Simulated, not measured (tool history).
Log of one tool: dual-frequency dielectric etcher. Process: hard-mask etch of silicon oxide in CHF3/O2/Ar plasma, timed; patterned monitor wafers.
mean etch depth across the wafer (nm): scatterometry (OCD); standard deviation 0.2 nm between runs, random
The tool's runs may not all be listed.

run	hour	source power (W)	bias power (W)	etch time (s)	mean etch depth across the wafer (nm)
1	0.0	790	188	31.0	74.090
2	1.3	840	188	31.0	76.292
3	10.1	840	188	31.0	76.174
4	13.2	840	222	31.0	82.720
5	14.0	720	222	31.0	76.820
6	21.5	640	221	31.0	73.021
7	28.9	640	221	31.0	72.888
8	36.0	480	210	31.0	62.245
9	44.7	480	210	31.0	62.105
10	51.4	510	210	31.0	63.975

Run 11 is up next; what results do you expect?
11	52.6	530	210	31.0	?

{"run 11": {"mean etch depth across the wafer (nm)": 65.599}}
